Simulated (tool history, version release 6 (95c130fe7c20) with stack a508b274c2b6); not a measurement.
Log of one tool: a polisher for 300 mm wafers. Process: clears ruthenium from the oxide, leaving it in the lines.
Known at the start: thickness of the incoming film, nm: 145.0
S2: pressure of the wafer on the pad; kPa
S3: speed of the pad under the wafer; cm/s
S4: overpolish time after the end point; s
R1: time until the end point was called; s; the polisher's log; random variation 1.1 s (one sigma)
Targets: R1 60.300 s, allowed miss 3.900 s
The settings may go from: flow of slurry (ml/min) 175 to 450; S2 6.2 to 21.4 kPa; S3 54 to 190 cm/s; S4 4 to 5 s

{"run": 1, "hour": 0.0, "flow of slurry (ml/min)": 290, "S2": 13.8, "S3": 122, "S4": 5, "R1": 106.3}
{"run": 2, "hour": 1.4, "flow of slurry (ml/min)": 290, "S2": 15.9, "S3": 124, "S4": 5, "R1": 91.651}
{"run": 3, "hour": 2.5, "flow of slurry (ml/min)": 290, "S2": 17.9, "S3": 124, "S4": 5, "R1": 80.836}
{"run": 4, "hour": 8.8, "flow of slurry (ml/min)": 290, "S2": 18.6, "S3": 128, "S4": 5, "R1": 75.637}
{"run": 5, "hour": 9.8, "flow of slurry (ml/min)": 290, "S2": 18.6, "S3": 128, "S4": 5, "R1": 74.326}
{"run": 6, "hour": 14.2, "flow of slurry (ml/min)": 330, "S2": 18.6, "S3": 128, "S4": 5, "R1": 71.974}
{"run": 7, "hour": 19.5, "flow of slurry (ml/min)": 335, "S2": 19.3, "S3": 128, "S4": 5, "R1": 72.51}
{"run": 8, "hour": 28.1, "flow of slurry (ml/min)": 335, "S2": 20.0, "S3": 130, "S4": 5, "R1": 67.273}

4 next moves are on the table. One of them brings every result within its allowed miss. Which?
{"run": "A", "hour": 36.7, "flow of slurry (ml/min)": 370, "S2": 21.4, "S3": 136, "S4": 5, "R1": "?"}
{"run": "B", "hour": 36.7, "flow of slurry (ml/min)": 320, "S2": 17.9, "S3": 110, "S4": 5, "R1": "?"}
{"run": "C", "hour": 36.7, "flow of slurry (ml/min)": 380, "S2": 16.5, "S3": 122, "S4": 4, "R1": "?"}
{"run": "D", "hour": 36.7, "flow of slurry (ml/min)": 310, "S2": 19.3, "S3": 132, "S4": 5, "R1": "?"}

move=A R1=59.238
move=B R1=86.243
move=C R1=83.537
move=D R1=68.611
A: meets every target
B: further off than the last run
C: further off than the last run
D: further off than the last run
Move A is the one to make.
